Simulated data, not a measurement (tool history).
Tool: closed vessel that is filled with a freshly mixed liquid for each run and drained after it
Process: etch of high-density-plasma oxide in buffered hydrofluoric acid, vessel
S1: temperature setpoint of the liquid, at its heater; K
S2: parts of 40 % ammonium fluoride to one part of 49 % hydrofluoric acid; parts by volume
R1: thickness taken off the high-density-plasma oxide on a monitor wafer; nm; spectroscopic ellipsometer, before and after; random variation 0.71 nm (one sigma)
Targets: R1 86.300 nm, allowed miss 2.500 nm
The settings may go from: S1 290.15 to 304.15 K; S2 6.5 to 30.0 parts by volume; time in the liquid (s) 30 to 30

Run 1, hour 0.0: S1 296.15 K, S2 19.5 parts by volume, time in the liquid (s) 30. Result: R1 37.734 nm.
Run 2, hour 6.4: S1 296.15 K, S2 19.5 parts by volume, time in the liquid (s) 30. Result: R1 37.807 nm.
Run 3, hour 9.1: S1 297.15 K, S2 18.0 parts by volume, time in the liquid (s) 30. Result: R1 43.242 nm.
Run 4, hour 9.8: S1 298.15 K, S2 17.0 parts by volume, time in the liquid (s) 30. Result: R1 48.057 nm.
Run 5, hour 12.8: S1 298.15 K, S2 17.0 parts by volume, time in the liquid (s) 30. Result: R1 49.227 nm.
Run 6, hour 20.9: S1 299.15 K, S2 16.5 parts by volume, time in the liquid (s) 30. Result: R1 51.814 nm.
Run 7, hour 29.8: S1 300.15 K, S2 15.5 parts by volume, time in the liquid (s) 30. Result: R1 59.302 nm.
Run 8, hour 38.3: S1 300.65 K, S2 15.0 parts by volume, time in the liquid (s) 30. Result: R1 61.728 nm.
Run 9, hour 45.7: S1 301.15 K, S2 14.5 parts by volume, time in the liquid (s) 30. Result: R1 66.474 nm.
Run 10, hour 46.6: S1 301.65 K, S2 14.5 parts by volume, time in the liquid (s) 30. Result: R1 68.534 nm.
Run 11, hour 47.7: S1 301.65 K, S2 14.5 parts by volume, time in the liquid (s) 30. Result: R1 69.169 nm.
Run 12, hour 56.4: S1 302.15 K, S2 14.5 parts by volume, time in the liquid (s) 30. Result: R1 71.265 nm.
Run 13, hour 61.1: S1 302.65 K, S2 14.5 parts by volume, time in the liquid (s) 30. Result: R1 72.534 nm.
Run 14, hour 63.2: S1 304.15 K, S2 12.0 parts by volume, time in the liquid (s) 30. Result: R1 93.721 nm.
Run 15, hour 67.6: S1 303.65 K, S2 12.0 parts by volume, time in the liquid (s) 30. Result: R1 91.353 nm.

5 next moves are on the table. One of them brings every result within its allowed miss. Which?
Run A, hour 72.0: S1 299.15 K, S2 9.0 parts by volume, time in the liquid (s) 30. Result: R1 ?.
Run B, hour 72.0: S1 301.15 K, S2 11.0 parts by volume, time in the liquid (s) 30. Result: R1 ?.
Run C, hour 72.0: S1 303.65 K, S2 11.0 parts by volume, time in the liquid (s) 30. Result: R1 ?.
Run D, hour 72.0: S1 302.65 K, S2 10.5 parts by volume, time in the liquid (s) 30. Result: R1 ?.
Run E, hour 72.0: S1 303.65 K, S2 11.5 parts by volume, time in the liquid (s) 30. Result: R1 ?.

move      R1
   A  90.700
   B  86.104
   C  98.234
   D  97.529
   E  94.072
A: nearer than the last run, and not there yet
B: meets every target
C: further off than the last run
D: further off than the last run
E: further off than the last run
Move B is the one to make.
